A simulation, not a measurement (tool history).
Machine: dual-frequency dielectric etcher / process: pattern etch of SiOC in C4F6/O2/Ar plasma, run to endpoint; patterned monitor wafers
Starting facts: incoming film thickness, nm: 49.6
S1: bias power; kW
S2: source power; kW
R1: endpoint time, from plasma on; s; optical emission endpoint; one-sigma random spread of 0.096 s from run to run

run	hour	S1	S2	R1
1	0.0	0.513	0.240	19.938
2	7.2	0.583	0.240	18.687
3	7.7	0.600	0.240	18.488
4	13.6	0.518	0.240	19.682
5	18.6	0.550	0.250	18.743
6	19.3	0.568	0.250	18.579
7	26.4	0.584	0.250	18.264

Run 8 comes next. What will it give?
8	27.4	0.595	0.250	?

R1: 18.293 s
